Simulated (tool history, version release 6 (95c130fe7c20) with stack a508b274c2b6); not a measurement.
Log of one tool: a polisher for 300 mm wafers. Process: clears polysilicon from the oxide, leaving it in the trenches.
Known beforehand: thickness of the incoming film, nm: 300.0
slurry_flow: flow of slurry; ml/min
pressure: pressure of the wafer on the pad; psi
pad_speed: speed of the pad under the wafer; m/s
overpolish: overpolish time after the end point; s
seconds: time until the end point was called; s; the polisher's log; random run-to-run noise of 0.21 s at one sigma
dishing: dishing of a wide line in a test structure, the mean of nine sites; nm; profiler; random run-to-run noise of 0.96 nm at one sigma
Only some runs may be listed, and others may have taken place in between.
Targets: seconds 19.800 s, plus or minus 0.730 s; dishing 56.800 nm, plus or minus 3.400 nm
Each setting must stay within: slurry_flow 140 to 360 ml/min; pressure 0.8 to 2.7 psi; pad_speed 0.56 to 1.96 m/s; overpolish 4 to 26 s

run,hour,slurry_flow,pressure,pad_speed,overpolish,seconds,dishing
1,0.0,230,1.7,1.26,13,31.119,55.707
2,6.3,200,1.7,1.26,13,32.090,55.139
3,13.3,205,1.8,1.26,12,30.553,58.082
4,16.8,205,1.4,1.26,12,38.141,50.948
5,18.8,260,1.4,1.26,12,36.706,51.520
6,21.5,260,1.5,1.26,11,35.369,50.658
7,24.4,265,2.0,1.30,6,26.412,42.688
8,32.5,265,2.0,1.30,7,25.961,46.827
9,39.0,265,2.3,1.30,8,23.339,52.807
10,43.3,265,2.5,1.32,8,21.037,53.538

Consider the 4 candidate settings below. Which is the only one whose results all fall within their allowed miss of target?
A,47.6,245,2.6,1.36,8,?,?
B,47.6,295,2.5,1.28,9,?,?
C,47.6,275,2.7,1.18,9,?,?
D,47.6,260,2.5,1.30,6,?,?

move,seconds,dishing
A,20.262,56.904
B,21.895,57.845
C,22.248,57.474
D,21.804,47.742
A: every result within its allowed miss
B: moves away from the targets compared with the last run
C: moves away from the targets compared with the last run
D: moves away from the targets compared with the last run
Correct choice: A, which meets every target
